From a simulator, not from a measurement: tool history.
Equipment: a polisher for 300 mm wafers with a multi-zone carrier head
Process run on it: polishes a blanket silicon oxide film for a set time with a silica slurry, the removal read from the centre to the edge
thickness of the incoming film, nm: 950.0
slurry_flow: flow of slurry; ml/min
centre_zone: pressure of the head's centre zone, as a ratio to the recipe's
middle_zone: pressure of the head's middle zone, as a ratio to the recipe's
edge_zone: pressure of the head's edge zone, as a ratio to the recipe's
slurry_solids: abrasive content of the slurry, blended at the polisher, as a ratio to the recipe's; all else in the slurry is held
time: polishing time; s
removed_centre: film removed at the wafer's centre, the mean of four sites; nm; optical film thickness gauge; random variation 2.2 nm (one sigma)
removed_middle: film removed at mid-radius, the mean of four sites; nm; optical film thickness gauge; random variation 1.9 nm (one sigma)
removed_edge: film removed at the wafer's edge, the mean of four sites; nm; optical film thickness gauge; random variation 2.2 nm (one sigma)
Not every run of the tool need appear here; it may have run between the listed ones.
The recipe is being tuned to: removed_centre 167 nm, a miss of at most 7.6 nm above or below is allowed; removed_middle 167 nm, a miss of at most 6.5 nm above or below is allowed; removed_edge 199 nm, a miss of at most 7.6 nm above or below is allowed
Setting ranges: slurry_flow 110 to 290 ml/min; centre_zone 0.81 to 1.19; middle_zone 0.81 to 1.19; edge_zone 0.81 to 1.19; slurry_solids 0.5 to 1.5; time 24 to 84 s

run	hour	slurry_flow	centre_zone	middle_zone	edge_zone	slurry_solids	time	removed_centre	removed_middle	removed_edge
1	0	185	1	1	1	1	54	146.51	144.94	150.25
2	2.1	185	0.99	0.99	1.02	1.05	54	147.51	145.42	158.21
3	9.9	190	0.99	1	1.04	1.05	54	148.98	145.62	157.18
4	17	190	0.98	1	1.05	1.1	54	151.19	151.24	159.11
5	20.6	185	0.97	0.98	1.06	1.15	54	145.18	151.43	159.59
6	28.7	185	0.97	0.98	0.99	1.15	54	152.18	148.68	156.71
7	31.3	185	0.97	0.97	1.01	1.2	54	149.66	148.87	160.34
8	36.7	225	1.03	0.94	1.11	1.45	55	175.48	161.93	184.97
9	42.8	225	1.02	0.94	1.12	1.45	55	175.14	160.42	186.58
10	49.2	225	1.01	0.94	1.13	1.45	55	175.18	164.37	186.42

Exercise: of the 5 proposed moves below, exactly one satisfies all targets within the stated allowed misses. Which move is it?
A	55.6	245	1.09	1.12	1.01	1.4	51	?	?	?
B	55.6	225	1.03	0.94	1.13	1.4	54	?	?	?
C	55.6	210	0.93	0.92	1.16	1.4	58	?	?	?
D	55.6	195	1.04	0.92	1.04	1.35	57	?	?	?
E	55.6	220	1.05	0.92	1.16	1.45	60	?	?	?

move	removed_centre	removed_middle	removed_edge
A	173.76	170.96	164.82
B	171.54	158.1	183.45
C	164.47	165.81	198.36
D	176.74	159.34	180.96
E	195.73	174.37	208.39
A: further off than the last run
B: further off than the last run
C: every result within its allowed miss
D: further off than the last run
E: takes the result that was furthest off past its target
So the answer is move C, the one that meets all the targets.

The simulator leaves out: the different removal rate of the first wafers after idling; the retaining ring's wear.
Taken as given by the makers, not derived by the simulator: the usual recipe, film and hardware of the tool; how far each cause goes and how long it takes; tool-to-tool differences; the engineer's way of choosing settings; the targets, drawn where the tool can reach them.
